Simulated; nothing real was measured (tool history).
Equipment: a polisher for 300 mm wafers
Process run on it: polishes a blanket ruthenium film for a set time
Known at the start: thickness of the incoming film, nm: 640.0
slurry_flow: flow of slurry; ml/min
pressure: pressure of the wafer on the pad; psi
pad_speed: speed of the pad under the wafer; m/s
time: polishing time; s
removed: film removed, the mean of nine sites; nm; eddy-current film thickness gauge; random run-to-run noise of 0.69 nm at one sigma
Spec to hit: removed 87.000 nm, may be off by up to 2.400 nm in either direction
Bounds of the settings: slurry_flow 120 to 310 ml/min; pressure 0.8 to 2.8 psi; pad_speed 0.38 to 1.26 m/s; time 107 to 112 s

run,hour,slurry_flow,pressure,pad_speed,time,removed
1,0.0,200,1.8,0.82,107,99.068
2,8.4,195,1.7,0.82,107,92.431
3,8.9,185,1.7,0.82,107,92.467
4,10.3,180,1.7,0.82,107,91.665
5,17.5,180,1.7,0.90,107,98.649
6,20.5,180,1.7,1.02,107,110.430
7,21.1,170,1.6,1.02,107,103.440
8,24.7,165,1.5,1.02,107,96.925
9,29.4,160,1.5,1.02,107,96.284
10,33.4,155,1.5,1.02,107,96.504
11,38.7,150,1.3,1.02,107,83.286
12,42.1,155,1.3,1.02,107,83.013
13,45.2,160,1.3,1.02,107,83.964
14,51.3,165,1.3,1.02,107,84.342
15,56.1,170,1.3,1.02,107,85.538

Which single option among these 4 for the next run brings every result within its allowed miss of target? Just one does.
A,60.9,180,1.3,0.94,112,?
B,60.9,165,1.4,0.94,112,?
C,60.9,200,1.3,0.88,112,?
D,60.9,185,1.2,1.04,107,?

move,removed
A,82.609
B,87.385
C,79.202
D,80.357
A: the biggest miss grows against the last run
B: all results in spec
C: the biggest miss grows against the last run
D: the biggest miss grows against the last run
The move that meets every target is B.
